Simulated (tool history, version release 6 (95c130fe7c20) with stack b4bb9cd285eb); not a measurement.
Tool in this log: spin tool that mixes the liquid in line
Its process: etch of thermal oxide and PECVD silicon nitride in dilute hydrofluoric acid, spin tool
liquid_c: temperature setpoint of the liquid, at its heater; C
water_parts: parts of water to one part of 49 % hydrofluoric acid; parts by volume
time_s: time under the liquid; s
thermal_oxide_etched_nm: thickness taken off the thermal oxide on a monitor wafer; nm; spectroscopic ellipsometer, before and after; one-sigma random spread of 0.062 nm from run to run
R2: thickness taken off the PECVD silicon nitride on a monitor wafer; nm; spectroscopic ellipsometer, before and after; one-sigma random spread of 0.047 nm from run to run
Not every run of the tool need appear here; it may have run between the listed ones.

run 1 hour=0 | liquid_c=22 water_parts=95 time_s=180 | thermal_oxide_etched_nm=8.2679 R2=5.0558
run 2 hour=1 | liquid_c=23 water_parts=95 time_s=180 | thermal_oxide_etched_nm=8.53 R2=5.3886
run 3 hour=5.8 | liquid_c=24 water_parts=95 time_s=180 | thermal_oxide_etched_nm=8.8934 R2=5.8022
run 4 hour=10.2 | liquid_c=24 water_parts=110 time_s=180 | thermal_oxide_etched_nm=7.5588 R2=4.9497
run 5 hour=14.5 | liquid_c=24.5 water_parts=105 time_s=180 | thermal_oxide_etched_nm=8.1799 R2=5.4174
run 6 hour=19.6 | liquid_c=25 water_parts=100 time_s=180 | thermal_oxide_etched_nm=8.8228 R2=5.7985

What does the tool deliver on the next run?
run 7 hour=23.7 | liquid_c=25.5 water_parts=100 time_s=180 | thermal_oxide_etched_nm=? R2=?

Run 7 came out at thermal_oxide_etched_nm 8.9513 nm, R2 6.0689 nm.

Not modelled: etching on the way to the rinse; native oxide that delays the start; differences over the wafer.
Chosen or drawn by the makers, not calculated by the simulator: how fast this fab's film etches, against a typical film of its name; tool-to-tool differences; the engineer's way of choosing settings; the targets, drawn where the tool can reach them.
